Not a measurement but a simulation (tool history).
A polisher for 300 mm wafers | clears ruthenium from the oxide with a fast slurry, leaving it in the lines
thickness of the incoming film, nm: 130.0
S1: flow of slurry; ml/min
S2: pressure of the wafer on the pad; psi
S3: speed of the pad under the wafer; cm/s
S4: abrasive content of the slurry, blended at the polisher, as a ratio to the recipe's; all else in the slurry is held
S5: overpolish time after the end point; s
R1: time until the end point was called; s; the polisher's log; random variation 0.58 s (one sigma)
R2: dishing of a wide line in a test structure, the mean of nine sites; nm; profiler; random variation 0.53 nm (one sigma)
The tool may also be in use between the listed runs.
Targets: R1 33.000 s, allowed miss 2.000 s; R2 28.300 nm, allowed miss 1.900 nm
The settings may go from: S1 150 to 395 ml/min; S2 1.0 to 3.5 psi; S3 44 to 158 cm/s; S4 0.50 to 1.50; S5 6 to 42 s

{"run": 1, "hour": 0.0, "S1": 250, "S2": 2.2, "S3": 100, "S4": 1.0, "S5": 21, "R1": 41.236, "R2": 53.117}
{"run": 2, "hour": 2.4, "S1": 250, "S2": 2.3, "S3": 100, "S4": 1.0, "S5": 16, "R1": 39.149, "R2": 43.674}
{"run": 3, "hour": 8.5, "S1": 210, "S2": 2.3, "S3": 100, "S4": 1.0, "S5": 16, "R1": 41.082, "R2": 45.326}
{"run": 4, "hour": 9.2, "S1": 255, "S2": 2.3, "S3": 100, "S4": 1.0, "S5": 13, "R1": 39.962, "R2": 37.341}
{"run": 5, "hour": 13.7, "S1": 290, "S2": 2.3, "S3": 100, "S4": 1.0, "S5": 13, "R1": 40.437, "R2": 36.744}
{"run": 6, "hour": 16.9, "S1": 260, "S2": 2.3, "S3": 100, "S4": 1.0, "S5": 13, "R1": 40.398, "R2": 37.974}
{"run": 7, "hour": 24.0, "S1": 300, "S2": 2.4, "S3": 100, "S4": 1.0, "S5": 11, "R1": 36.9, "R2": 33.701}
{"run": 8, "hour": 29.2, "S1": 360, "S2": 2.6, "S3": 100, "S4": 1.0, "S5": 7, "R1": 34.637, "R2": 24.528}
{"run": 9, "hour": 36.3, "S1": 350, "S2": 2.6, "S3": 100, "S4": 1.0, "S5": 7, "R1": 34.617, "R2": 23.434}
{"run": 10, "hour": 45.2, "S1": 335, "S2": 2.6, "S3": 100, "S4": 1.0, "S5": 7, "R1": 35.552, "R2": 23.364}
{"run": 11, "hour": 48.0, "S1": 335, "S2": 2.6, "S3": 100, "S4": 1.0, "S5": 7, "R1": 34.889, "R2": 23.719}
{"run": 12, "hour": 50.4, "S1": 325, "S2": 2.6, "S3": 102, "S4": 1.0, "S5": 7, "R1": 33.952, "R2": 23.973}

5 next moves are on the table. One of them brings every result within its allowed miss. Which?
{"run": "A", "hour": 52.8, "S1": 260, "S2": 3.1, "S3": 110, "S4": 0.8, "S5": 6, "R1": "?", "R2": "?"}
{"run": "B", "hour": 52.8, "S1": 335, "S2": 2.5, "S3": 108, "S4": 1.05, "S5": 6, "R1": "?", "R2": "?"}
{"run": "C", "hour": 52.8, "S1": 295, "S2": 2.8, "S3": 108, "S4": 0.9, "S5": 6, "R1": "?", "R2": "?"}
{"run": "D", "hour": 52.8, "S1": 335, "S2": 2.5, "S3": 110, "S4": 0.95, "S5": 8, "R1": "?", "R2": "?"}
{"run": "E", "hour": 52.8, "S1": 340, "S2": 2.5, "S3": 100, "S4": 1.05, "S5": 6, "R1": "?", "R2": "?"}

move=A R1=31.133 R2=22.734
move=B R1=32.389 R2=21.901
move=C R1=32.071 R2=22.106
move=D R1=33.574 R2=27.731
move=E R1=34.867 R2=20.425
A: further off than the last run
B: further off than the last run
C: further off than the last run
D: meets every target
E: further off than the last run
Move D is the one to make.
